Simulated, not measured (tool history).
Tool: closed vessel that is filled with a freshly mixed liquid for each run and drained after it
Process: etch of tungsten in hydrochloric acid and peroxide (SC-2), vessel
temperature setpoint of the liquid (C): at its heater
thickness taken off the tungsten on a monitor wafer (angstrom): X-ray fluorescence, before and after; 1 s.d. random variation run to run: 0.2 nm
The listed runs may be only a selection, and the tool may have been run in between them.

run,hour,temperature setpoint of the liquid (C),parts of water to one part each of 37 % hydrochloric acid and 30 % peroxide (parts by volume),time in the liquid (s),thickness taken off the tungsten on a monitor wafer (angstrom)
1,0.0,54.0,7.5,100,594.85
2,1.8,53.0,7.5,100,558.21
3,7.5,60.0,7.5,100,874.54
4,16.4,58.5,7.5,100,791.62
5,24.5,53.0,7.5,100,557.76
6,31.2,52.5,7.5,100,538.74

Run 7, settings as shown, results not yet in. Your forecast:
7,32.3,52.0,7.5,100,?

thickness taken off the tungsten on a monitor wafer (angstrom): 518.92

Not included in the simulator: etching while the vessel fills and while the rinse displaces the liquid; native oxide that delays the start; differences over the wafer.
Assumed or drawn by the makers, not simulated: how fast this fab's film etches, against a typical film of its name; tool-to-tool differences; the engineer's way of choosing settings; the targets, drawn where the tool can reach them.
